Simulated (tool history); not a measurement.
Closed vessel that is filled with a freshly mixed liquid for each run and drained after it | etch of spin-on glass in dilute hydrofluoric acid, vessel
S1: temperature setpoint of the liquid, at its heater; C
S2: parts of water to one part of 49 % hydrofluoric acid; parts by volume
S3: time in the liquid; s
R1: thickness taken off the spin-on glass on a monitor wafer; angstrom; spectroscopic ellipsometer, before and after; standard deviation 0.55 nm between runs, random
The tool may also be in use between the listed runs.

{"run": 1, "hour": 0.0, "S1": 23.0, "S2": 200, "S3": 115, "R1": 227.27}
{"run": 2, "hour": 4.6, "S1": 23.0, "S2": 270, "S3": 115, "R1": 160.74}
{"run": 3, "hour": 11.4, "S1": 21.5, "S2": 270, "S3": 115, "R1": 154.25}
{"run": 4, "hour": 12.3, "S1": 20.0, "S2": 270, "S3": 115, "R1": 141.85}
{"run": 5, "hour": 19.8, "S1": 21.5, "S2": 245, "S3": 115, "R1": 170.21}
{"run": 6, "hour": 21.5, "S1": 21.5, "S2": 215, "S3": 115, "R1": 200.26}
{"run": 7, "hour": 22.7, "S1": 22.5, "S2": 195, "S3": 115, "R1": 234.7}
{"run": 8, "hour": 30.4, "S1": 23.5, "S2": 180, "S3": 115, "R1": 269.16}
{"run": 9, "hour": 35.8, "S1": 24.5, "S2": 170, "S3": 115, "R1": 298.15}
{"run": 10, "hour": 36.8, "S1": 25.5, "S2": 160, "S3": 115, "R1": 338.02}
{"run": 11, "hour": 41.5, "S1": 26.0, "S2": 155, "S3": 115, "R1": 354.49}
{"run": 12, "hour": 49.4, "S1": 26.5, "S2": 150, "S3": 115, "R1": 368.38}
{"run": 13, "hour": 56.7, "S1": 30.5, "S2": 75, "S3": 115, "R1": 957.92}

The next listed run, before its measurement:
{"run": 14, "hour": 65.2, "S1": 29.5, "S2": 75, "S3": 115, "R1": "?"}

Run 14 came out at R1 921.89 angstrom.

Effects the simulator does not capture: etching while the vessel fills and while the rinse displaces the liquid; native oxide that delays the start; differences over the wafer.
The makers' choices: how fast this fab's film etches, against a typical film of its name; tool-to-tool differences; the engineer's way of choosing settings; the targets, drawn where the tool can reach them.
